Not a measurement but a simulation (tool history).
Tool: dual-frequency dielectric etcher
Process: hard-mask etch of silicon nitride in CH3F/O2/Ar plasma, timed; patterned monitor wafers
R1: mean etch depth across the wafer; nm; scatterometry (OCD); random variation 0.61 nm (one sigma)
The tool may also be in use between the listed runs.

run 1 hour=0 | source_power_(kW)=0.32 bias_power_(kW)=0.088 etch_time_(s)=149 | R1=104.03
run 2 hour=4 | source_power_(kW)=0.32 bias_power_(kW)=0.088 etch_time_(s)=149 | R1=104.88
run 3 hour=12.2 | source_power_(kW)=0.34 bias_power_(kW)=0.088 etch_time_(s)=149 | R1=107.25
run 4 hour=16.4 | source_power_(kW)=0.34 bias_power_(kW)=0.078 etch_time_(s)=149 | R1=104.72
run 5 hour=21.1 | source_power_(kW)=0.38 bias_power_(kW)=0.078 etch_time_(s)=149 | R1=109.03
run 6 hour=26.9 | source_power_(kW)=0.38 bias_power_(kW)=0.072 etch_time_(s)=149 | R1=107.27
run 7 hour=32.9 | source_power_(kW)=0.36 bias_power_(kW)=0.07 etch_time_(s)=148.5 | R1=102.82

Forecast run 8:
run 8 hour=39 | source_power_(kW)=0.35 bias_power_(kW)=0.069 etch_time_(s)=148.5 | R1=?

R1: 101.45 nm
